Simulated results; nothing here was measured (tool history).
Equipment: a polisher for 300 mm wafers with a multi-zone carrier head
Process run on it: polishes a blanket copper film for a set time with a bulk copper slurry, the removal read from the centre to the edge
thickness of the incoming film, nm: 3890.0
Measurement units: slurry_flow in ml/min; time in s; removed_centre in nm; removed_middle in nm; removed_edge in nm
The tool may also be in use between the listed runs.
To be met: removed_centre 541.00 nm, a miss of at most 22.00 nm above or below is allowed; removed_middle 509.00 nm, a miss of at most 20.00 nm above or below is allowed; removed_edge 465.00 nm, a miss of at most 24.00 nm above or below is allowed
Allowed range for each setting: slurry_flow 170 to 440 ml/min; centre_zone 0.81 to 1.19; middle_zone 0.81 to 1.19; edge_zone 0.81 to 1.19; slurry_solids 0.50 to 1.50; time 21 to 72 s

run	hour	slurry_flow	centre_zone	middle_zone	edge_zone	slurry_solids	time	removed_centre	removed_middle	removed_edge
1	0.0	280	1.00	1.00	1.00	1.00	46	321.64	330.61	326.06
2	7.9	280	1.00	1.00	1.00	1.10	46	331.13	338.72	330.74
3	11.0	280	1.00	1.05	1.00	1.10	46	328.96	353.58	327.35
4	13.8	285	1.04	1.06	1.02	1.20	49	367.23	385.57	354.83
5	20.4	285	1.04	1.06	1.02	1.20	39	294.04	304.48	276.18
6	21.5	285	1.04	1.09	1.02	1.20	39	299.13	310.96	280.07
# hour 24.9: worn pad replaced by a new one
7	24.9	290	1.08	1.08	1.03	1.25	45	401.01	405.11	367.10
8	30.0	315	1.10	1.09	1.05	1.25	45	400.93	400.60	372.20
9	33.5	315	1.10	1.09	1.05	1.25	45	398.59	411.08	361.10
10	40.7	315	1.13	1.08	1.07	1.30	46	426.50	416.84	387.94
11	42.7	325	1.15	1.08	1.07	1.35	47	445.24	438.77	389.86
12	45.6	300	1.16	1.09	1.07	1.30	49	454.58	445.02	403.73

Pick the move, out of 5, that brings all results within their allowed miss; only one does.
A	48.5	325	1.17	1.07	1.03	1.45	55	?	?	?
B	48.5	260	1.01	1.00	1.19	1.15	48	?	?	?
C	48.5	230	0.89	1.03	1.19	1.05	50	?	?	?
D	48.5	295	1.05	1.07	1.19	1.15	56	?	?	?
E	48.5	280	1.08	0.82	1.19	1.00	59	?	?	?

move	removed_centre	removed_middle	removed_edge
A	542.33	504.44	459.79
B	386.95	388.99	406.61
C	348.51	402.43	411.56
D	475.21	487.70	479.29
E	497.10	399.23	492.37
A: every result within its allowed miss
B: lands further from the targets than the last run did
C: lands further from the targets than the last run did
D: closer than the last run, but not yet in spec
E: lands further from the targets than the last run did
Move A is the one to make.
